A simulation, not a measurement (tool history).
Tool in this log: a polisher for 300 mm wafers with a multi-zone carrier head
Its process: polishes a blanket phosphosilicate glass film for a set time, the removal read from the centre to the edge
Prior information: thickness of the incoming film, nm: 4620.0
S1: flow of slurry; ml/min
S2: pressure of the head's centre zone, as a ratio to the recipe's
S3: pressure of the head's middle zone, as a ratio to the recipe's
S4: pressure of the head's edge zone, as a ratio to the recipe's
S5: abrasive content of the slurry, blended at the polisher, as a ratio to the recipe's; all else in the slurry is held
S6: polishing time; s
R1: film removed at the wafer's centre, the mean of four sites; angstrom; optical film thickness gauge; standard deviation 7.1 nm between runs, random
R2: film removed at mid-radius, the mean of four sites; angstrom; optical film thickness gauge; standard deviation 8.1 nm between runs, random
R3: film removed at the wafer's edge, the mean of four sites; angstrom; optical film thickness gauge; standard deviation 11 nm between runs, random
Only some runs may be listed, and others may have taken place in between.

{"run": 1, "hour": 0.0, "S1": 315, "S2": 1.0, "S3": 1.0, "S4": 1.0, "S5": 1.0, "S6": 74, "R1": 6022.3, "R2": 6262.1, "R3": 5999.2}
{"run": 2, "hour": 2.5, "S1": 280, "S2": 1.0, "S3": 1.0, "S4": 1.0, "S5": 1.0, "S6": 74, "R1": 6062.9, "R2": 6072.3, "R3": 6160.5}
{"run": 3, "hour": 8.6, "S1": 280, "S2": 1.0, "S3": 1.0, "S4": 1.0, "S5": 0.9, "S6": 74, "R1": 5820.3, "R2": 6063.8, "R3": 5847.1}
{"run": 4, "hour": 11.0, "S1": 280, "S2": 1.07, "S3": 1.0, "S4": 1.0, "S5": 0.9, "S6": 74, "R1": 6172.9, "R2": 5924.1, "R3": 5873.8}
{"run": 5, "hour": 20.1, "S1": 275, "S2": 1.08, "S3": 1.02, "S4": 1.02, "S5": 1.0, "S6": 74, "R1": 6575.8, "R2": 6194.2, "R3": 6100.2}
{"run": 6, "hour": 26.1, "S1": 275, "S2": 1.08, "S3": 1.02, "S4": 1.02, "S5": 1.2, "S6": 74, "R1": 6909.4, "R2": 6606.1, "R3": 6541.2}

Estimate the outcome of run 7 from the log above:
{"run": 7, "hour": 29.6, "S1": 270, "S2": 1.09, "S3": 1.02, "S4": 1.04, "S5": 1.25, "S6": 74, "R1": "?", "R2": "?", "R3": "?"}

{"run 7": {"R1": 7127.7, "R2": 6777.0, "R3": 6674.9}}

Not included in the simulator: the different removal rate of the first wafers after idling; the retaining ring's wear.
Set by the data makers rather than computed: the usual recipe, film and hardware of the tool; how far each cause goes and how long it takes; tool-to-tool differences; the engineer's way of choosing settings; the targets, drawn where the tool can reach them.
